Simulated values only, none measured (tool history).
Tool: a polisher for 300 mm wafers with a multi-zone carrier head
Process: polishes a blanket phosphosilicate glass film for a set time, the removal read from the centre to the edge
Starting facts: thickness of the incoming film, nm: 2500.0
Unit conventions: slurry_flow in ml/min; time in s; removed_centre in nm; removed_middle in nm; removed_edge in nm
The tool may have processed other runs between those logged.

{"run": 1, "hour": 0.0, "slurry_flow": 130, "centre_zone": 1, "middle_zone": 1, "edge_zone": 1, "slurry_solids": 1, "time": 36, "removed_centre": 440.78, "removed_middle": 442.09, "removed_edge": 426.25}
{"run": 2, "hour": 4.6, "slurry_flow": 130, "centre_zone": 1.06, "middle_zone": 1, "edge_zone": 1, "slurry_solids": 1, "time": 36, "removed_centre": 461.09, "removed_middle": 440.54, "removed_edge": 427.08}
{"run": 3, "hour": 12.3, "slurry_flow": 130, "centre_zone": 1.14, "middle_zone": 1, "edge_zone": 1, "slurry_solids": 1, "time": 36, "removed_centre": 504.13, "removed_middle": 446.66, "removed_edge": 422.84}
{"run": 4, "hour": 15.1, "slurry_flow": 130, "centre_zone": 1.14, "middle_zone": 1, "edge_zone": 0.97, "slurry_solids": 1, "time": 36, "removed_centre": 494.51, "removed_middle": 444.96, "removed_edge": 423.27}
{"run": 5, "hour": 22.7, "slurry_flow": 130, "centre_zone": 1.14, "middle_zone": 1, "edge_zone": 0.97, "slurry_solids": 1, "time": 32, "removed_centre": 445.16, "removed_middle": 393.19, "removed_edge": 372.72}
{"run": 6, "hour": 31.5, "slurry_flow": 130, "centre_zone": 1.14, "middle_zone": 0.96, "edge_zone": 0.97, "slurry_solids": 1, "time": 32, "removed_centre": 445.01, "removed_middle": 382.7, "removed_edge": 372.02}
{"run": 7, "hour": 33.7, "slurry_flow": 140, "centre_zone": 1.11, "middle_zone": 1.01, "edge_zone": 0.99, "slurry_solids": 1.1, "time": 32, "removed_centre": 465.1, "removed_middle": 414.84, "removed_edge": 393.67}
{"run": 8, "hour": 35.6, "slurry_flow": 140, "centre_zone": 1.08, "middle_zone": 1.05, "edge_zone": 0.99, "slurry_solids": 1.2, "time": 33, "removed_centre": 478.96, "removed_middle": 463.82, "removed_edge": 420.46}
{"run": 9, "hour": 40.1, "slurry_flow": 145, "centre_zone": 1.07, "middle_zone": 1.08, "edge_zone": 1.02, "slurry_solids": 1.25, "time": 34, "removed_centre": 498.24, "removed_middle": 492.93, "removed_edge": 454.71}

For run 10, what comes out?
{"run": 10, "hour": 42.8, "slurry_flow": 150, "centre_zone": 1.06, "middle_zone": 1.11, "edge_zone": 1.02, "slurry_solids": 1.3, "time": 34, "removed_centre": "?", "removed_middle": "?", "removed_edge": "?"}

Run 10 yielded removed_centre 501.39 nm, removed_middle 517.72 nm, removed_edge 463.52 nm.

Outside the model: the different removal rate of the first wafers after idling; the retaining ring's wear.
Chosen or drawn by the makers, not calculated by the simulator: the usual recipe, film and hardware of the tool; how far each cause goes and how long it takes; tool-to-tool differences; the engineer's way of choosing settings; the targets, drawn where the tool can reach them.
